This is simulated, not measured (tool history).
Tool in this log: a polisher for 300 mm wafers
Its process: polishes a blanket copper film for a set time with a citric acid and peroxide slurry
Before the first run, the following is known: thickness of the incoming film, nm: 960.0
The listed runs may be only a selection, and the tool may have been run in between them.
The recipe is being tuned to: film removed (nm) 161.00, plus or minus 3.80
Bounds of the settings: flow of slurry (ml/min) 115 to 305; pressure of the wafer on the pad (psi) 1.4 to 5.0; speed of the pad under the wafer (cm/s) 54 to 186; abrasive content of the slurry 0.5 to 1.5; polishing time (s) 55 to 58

run,day,flow of slurry (ml/min),pressure of the wafer on the pad (psi),speed of the pad under the wafer (cm/s),abrasive content of the slurry,polishing time (s),film removed (nm)
1,0.000,195,3.2,118,1.0,55,143.08
2,0.342,205,3.3,118,1.0,55,148.59
3,0.512,205,4.0,118,1.0,55,178.28
4,0.562,255,4.0,118,1.0,55,181.83
5,0.625,255,3.9,118,1.0,55,181.09
6,0.792,240,3.9,118,1.0,55,177.35
7,0.850,235,3.8,118,1.0,55,172.04
8,1.179,230,3.8,118,1.0,55,174.26
9,1.317,225,3.8,118,1.0,55,172.76
10,1.383,220,3.7,118,1.0,55,169.09

Below are 4 possible settings for the next run. Only one of them brings all results inside the allowed miss of their targets. Which is it?
A,1.450,200,3.5,130,1.0,56,?
B,1.450,180,4.0,116,1.0,58,?
C,1.450,175,3.6,124,0.9,55,?
D,1.450,175,3.9,112,1.2,58,?

move,film removed (nm)
A,173.56
B,180.43
C,160.42
D,176.13
A: the biggest miss grows against the last run
B: the biggest miss grows against the last run
C: each result inside its tolerance
D: the biggest miss grows against the last run
C is the move that brings every result within its allowed miss.

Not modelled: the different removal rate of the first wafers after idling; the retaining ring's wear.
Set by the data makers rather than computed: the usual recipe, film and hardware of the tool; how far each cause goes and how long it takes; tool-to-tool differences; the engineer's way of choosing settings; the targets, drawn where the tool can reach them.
